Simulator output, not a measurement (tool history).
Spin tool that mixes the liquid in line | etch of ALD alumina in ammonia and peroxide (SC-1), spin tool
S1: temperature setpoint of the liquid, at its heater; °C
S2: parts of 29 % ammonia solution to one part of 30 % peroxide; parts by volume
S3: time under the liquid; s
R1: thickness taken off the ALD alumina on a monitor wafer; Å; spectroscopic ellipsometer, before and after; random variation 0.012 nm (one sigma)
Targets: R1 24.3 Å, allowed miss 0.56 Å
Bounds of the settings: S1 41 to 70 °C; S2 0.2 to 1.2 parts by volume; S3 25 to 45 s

| run | hour | S1 | S2 | S3 | R1 |
|---|---|---|---|---|---|
| 1 | 0 | 57 | 0.85 | 45 | 54.91 |
| 2 | 2.3 | 54 | 0.85 | 45 | 46.36 |
| 3 | 4.6 | 54 | 0.75 | 45 | 45.627 |
| 4 | 12.9 | 59 | 0.75 | 45 | 60.165 |
| 5 | 16.5 | 56 | 0.75 | 45 | 51.218 |
| 6 | 17.3 | 53.5 | 0.75 | 45 | 44.704 |
| 7 | 25.7 | 51.5 | 0.75 | 45 | 40.503 |
| 8 | 30 | 50 | 0.75 | 45 | 37.204 |
| 9 | 32 | 42 | 0.75 | 45 | 23.443 |

Which of these 4 next moves meets every target?
| A | 34 | 41.5 | 0.8 | 45 | ? |
| B | 34 | 42 | 0.9 | 45 | ? |
| C | 34 | 43 | 0.8 | 45 | ? |
| D | 34 | 41 | 0.8 | 45 | ? |

| move | R1 |
|---|---|
| A | 22.96 |
| B | 23.906 |
| C | 25.049 |
| D | 22.299 |
A: further off than the last run
B: meets every target
C: takes the result that was furthest off past its target
D: further off than the last run
Move B is the one to make.

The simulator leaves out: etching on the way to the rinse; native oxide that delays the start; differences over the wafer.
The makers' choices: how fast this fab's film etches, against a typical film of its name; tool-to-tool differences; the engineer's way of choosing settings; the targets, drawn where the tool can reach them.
